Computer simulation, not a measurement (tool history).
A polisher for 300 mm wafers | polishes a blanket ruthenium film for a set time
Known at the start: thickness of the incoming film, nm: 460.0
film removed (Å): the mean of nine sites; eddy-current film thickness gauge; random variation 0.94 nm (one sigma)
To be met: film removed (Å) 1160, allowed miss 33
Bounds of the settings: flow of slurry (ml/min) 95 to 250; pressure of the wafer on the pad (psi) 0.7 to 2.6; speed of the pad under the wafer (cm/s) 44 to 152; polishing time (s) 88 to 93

| run | day | flow of slurry (ml/min) | pressure of the wafer on the pad (psi) | speed of the pad under the wafer (cm/s) | polishing time (s) | film removed (Å) |
|---|---|---|---|---|---|---|
| 1 | 0 | 160 | 1.6 | 98 | 88 | 724.58 |
| 2 | 0.196 | 165 | 1.7 | 98 | 88 | 770.2 |
| 3 | 0.262 | 165 | 1.9 | 98 | 88 | 837.44 |
| 4 | 0.596 | 135 | 1.9 | 98 | 88 | 806.61 |
| 5 | 0.962 | 135 | 1.9 | 98 | 88 | 802.07 |
| 6 | 1.021 | 150 | 2 | 98 | 88 | 871.42 |
| 7 | 1.1 | 160 | 2.1 | 98 | 88 | 898.91 |
| 8 | 1.45 | 165 | 2.2 | 98 | 88 | 931.82 |
| 9 | 1.579 | 165 | 2.3 | 98 | 88 | 959.63 |
| 10 | 1.904 | 165 | 2.4 | 100 | 88 | 1015 |
| 11 | 2.167 | 165 | 2.4 | 102 | 88 | 1037.3 |
| 12 | 2.429 | 170 | 2.5 | 104 | 88 | 1103.4 |

4 next moves are on the table. One of them brings every result within its allowed miss. Which?
| A | 2.692 | 170 | 2.5 | 102 | 88 | ? |
| B | 2.692 | 205 | 2.1 | 124 | 88 | ? |
| C | 2.692 | 170 | 2.4 | 104 | 89 | ? |
| D | 2.692 | 210 | 2.5 | 98 | 88 | ? |

| move | film removed (Å) |
|---|---|
| A | 1085.1 |
| B | 1176.5 |
| C | 1082.8 |
| D | 1075.3 |
A: further off than the last run
B: meets every target
C: further off than the last run
D: further off than the last run
The right move is B.

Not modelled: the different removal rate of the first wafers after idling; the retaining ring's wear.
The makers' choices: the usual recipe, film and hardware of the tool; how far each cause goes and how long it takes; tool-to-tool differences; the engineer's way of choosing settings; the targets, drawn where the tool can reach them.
